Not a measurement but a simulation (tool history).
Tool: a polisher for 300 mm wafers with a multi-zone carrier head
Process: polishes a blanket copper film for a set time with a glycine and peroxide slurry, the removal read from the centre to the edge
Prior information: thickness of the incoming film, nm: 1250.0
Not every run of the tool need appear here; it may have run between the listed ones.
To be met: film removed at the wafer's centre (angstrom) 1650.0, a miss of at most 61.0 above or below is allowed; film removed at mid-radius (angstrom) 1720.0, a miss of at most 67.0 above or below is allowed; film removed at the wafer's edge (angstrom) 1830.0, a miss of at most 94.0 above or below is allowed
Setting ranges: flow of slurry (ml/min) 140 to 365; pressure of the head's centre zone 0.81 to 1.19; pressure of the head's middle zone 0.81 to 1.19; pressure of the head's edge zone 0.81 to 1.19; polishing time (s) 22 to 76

run  hour  flow of slurry (ml/min)  pressure of the head's centre zone  pressure of the head's middle zone  pressure of the head's edge zone  polishing time (s)  film removed at the wafer's centre (angstrom)  film removed at mid-radius (angstrom)  film removed at the wafer's edge (angstrom)
  1   0.0                      235                                1.00                                1.00                              1.00                  49                                         1422.3                                 1432.0                                       1437.9
  2   8.3                      235                                1.00                                1.00                              0.95                  49                                         1447.4                                 1455.5                                       1419.2
  3  11.5                      235                                0.99                                1.00                              0.99                  52                                         1505.5                                 1538.6                                       1516.0
  4  16.6                      235                                0.99                                1.09                              0.99                  52                                         1534.9                                 1651.4                                       1480.1
  5  19.4                      235                                0.99                                1.09                              0.99                  42                                         1236.1                                 1349.0                                       1203.7
  6  24.7                      235                                0.99                                1.09                              0.99                  31                                          916.5                                  980.9                                        921.4
  7  30.4                      235                                0.98                                1.06                              1.03                  38                                         1089.7                                 1182.7                                       1130.9
  8  38.1                      240                                0.99                                1.04                              1.07                  42                                         1250.0                                 1287.0                                       1248.7
  9  40.8                      235                                0.97                                1.01                              1.08                  46                                         1311.5                                 1366.1                                       1360.4
 10  45.6                      235                                0.96                                0.99                              1.09                  49                                         1394.0                                 1426.9                                       1462.4

Of the 5 settings listed for the next run, only one would bring every result within its allowed miss of target. Which one?
  A  50.4                      185                                0.83                                1.06                              1.10                  62                                              ?                                      ?                                            ?
  B  50.4                      200                                1.02                                0.86                              1.18                  52                                              ?                                      ?                                            ?
  C  50.4                      315                                0.88                                0.96                              1.17                  58                                              ?                                      ?                                            ?
  D  50.4                      265                                0.82                                1.05                              1.01                  62                                              ?                                      ?                                            ?
  E  50.4                      170                                0.81                                0.98                              1.13                  68                                              ?                                      ?                                            ?

move  film removed at the wafer's centre (angstrom)  film removed at mid-radius (angstrom)  film removed at the wafer's edge (angstrom)
   A                                         1549.8                                 1887.9                                       1837.9
   B                                         1500.6                                 1341.3                                       1612.7
   C                                         1603.4                                 1720.8                                       1854.4
   D                                         1611.1                                 1953.0                                       1820.0
   E                                         1651.7                                 1915.3                                       2027.7
A: carries the result that was furthest off beyond its target, to the other side
B: moves away from the targets compared with the last run
C: in spec on every target
D: carries the result that was furthest off beyond its target, to the other side
E: carries the result that was furthest off beyond its target, to the other side
The move that meets every target is C.
